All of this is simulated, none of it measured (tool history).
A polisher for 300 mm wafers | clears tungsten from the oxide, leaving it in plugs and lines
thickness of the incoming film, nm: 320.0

| run | day | flow of slurry (ml/min) | pressure of the wafer on the pad (psi) | speed of the pad under the wafer (m/s) | abrasive content of the slurry | overpolish time after the end point (s) | time until the end point was called (s) |
|---|---|---|---|---|---|---|---|
| 1 | 0.000 | 165 | 2.4 | 1.38 | 1.00 | 5 | 73.603 |
| 2 | 0.046 | 165 | 2.4 | 1.38 | 1.00 | 5 | 73.143 |
| 3 | 0.267 | 165 | 2.4 | 1.38 | 1.00 | 5 | 72.961 |
| 4 | 0.512 | 165 | 2.3 | 1.38 | 1.00 | 5 | 75.124 |
| 5 | 0.638 | 165 | 2.3 | 1.38 | 1.15 | 5 | 71.621 |
| 6 | 0.792 | 165 | 2.8 | 1.38 | 1.15 | 5 | 61.722 |

Predict the results of run 7:
| 7 | 1.129 | 165 | 2.5 | 1.36 | 1.15 | 5 | ? |

{"run 7": {"time until the end point was called (s)": 69.602}}
